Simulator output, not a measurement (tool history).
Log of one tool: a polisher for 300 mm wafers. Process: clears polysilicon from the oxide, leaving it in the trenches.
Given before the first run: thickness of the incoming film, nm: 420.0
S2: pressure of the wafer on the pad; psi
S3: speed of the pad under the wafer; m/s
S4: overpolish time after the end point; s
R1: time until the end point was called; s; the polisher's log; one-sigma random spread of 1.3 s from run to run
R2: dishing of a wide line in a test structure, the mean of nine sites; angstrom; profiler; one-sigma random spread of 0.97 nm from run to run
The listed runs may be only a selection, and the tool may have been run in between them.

{"run": 1, "hour": 0.0, "flow of slurry (ml/min)": 205, "S2": 2.8, "S3": 0.78, "S4": 11, "R1": 47.853, "R2": 614.63}
{"run": 2, "hour": 2.2, "flow of slurry (ml/min)": 205, "S2": 2.6, "S3": 0.78, "S4": 10, "R1": 51.524, "R2": 579.94}
{"run": 3, "hour": 11.0, "flow of slurry (ml/min)": 205, "S2": 2.5, "S3": 0.78, "S4": 9, "R1": 55.59, "R2": 500.43}
{"run": 4, "hour": 12.4, "flow of slurry (ml/min)": 205, "S2": 2.4, "S3": 0.78, "S4": 9, "R1": 55.161, "R2": 506.62}
{"run": 5, "hour": 21.1, "flow of slurry (ml/min)": 240, "S2": 2.4, "S3": 0.78, "S4": 9, "R1": 55.01, "R2": 519.11}
{"run": 6, "hour": 22.8, "flow of slurry (ml/min)": 240, "S2": 2.3, "S3": 0.78, "S4": 9, "R1": 59.277, "R2": 521.21}
{"run": 7, "hour": 24.3, "flow of slurry (ml/min)": 240, "S2": 2.3, "S3": 0.78, "S4": 9, "R1": 57.202, "R2": 505.22}
{"run": 8, "hour": 27.7, "flow of slurry (ml/min)": 240, "S2": 2.2, "S3": 0.78, "S4": 9, "R1": 57.558, "R2": 461.69}
{"run": 9, "hour": 34.1, "flow of slurry (ml/min)": 240, "S2": 2.1, "S3": 0.76, "S4": 10, "R1": 62.631, "R2": 495.59}
{"hour": 38.6, "done": "worn pad replaced by a new one"}
{"run": 10, "hour": 38.6, "flow of slurry (ml/min)": 240, "S2": 2.1, "S3": 0.76, "S4": 10, "R1": 56.052, "R2": 546.92}
{"run": 11, "hour": 43.0, "flow of slurry (ml/min)": 240, "S2": 2.1, "S3": 0.74, "S4": 10, "R1": 55.837, "R2": 554.97}

Run 12 has not been measured yet. What should we expect?
{"run": 12, "hour": 49.0, "flow of slurry (ml/min)": 240, "S2": 1.6, "S3": 0.72, "S4": 7, "R1": "?", "R2": "?"}

R1: 69.345 s
R2: 361.15 angstrom
